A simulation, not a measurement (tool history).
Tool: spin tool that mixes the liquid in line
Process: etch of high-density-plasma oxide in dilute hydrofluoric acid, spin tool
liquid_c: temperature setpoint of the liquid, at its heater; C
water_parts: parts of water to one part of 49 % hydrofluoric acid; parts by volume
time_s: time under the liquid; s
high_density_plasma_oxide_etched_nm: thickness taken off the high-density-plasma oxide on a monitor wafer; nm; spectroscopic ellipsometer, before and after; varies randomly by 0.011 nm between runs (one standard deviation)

run,hour,liquid_c,water_parts,time_s,high_density_plasma_oxide_etched_nm
1,0.0,24.0,170,85,2.5517
2,2.2,25.5,170,85,2.6950
3,7.4,24.5,175,85,2.4953
4,10.4,23.5,180,85,2.2907
5,19.0,22.5,185,85,2.1610
6,19.6,22.5,205,85,1.8969

Estimate the outcome of run 7 from the log above:
7,25.7,21.5,205,85,?

high_density_plasma_oxide_etched_nm: 1.8349 nm

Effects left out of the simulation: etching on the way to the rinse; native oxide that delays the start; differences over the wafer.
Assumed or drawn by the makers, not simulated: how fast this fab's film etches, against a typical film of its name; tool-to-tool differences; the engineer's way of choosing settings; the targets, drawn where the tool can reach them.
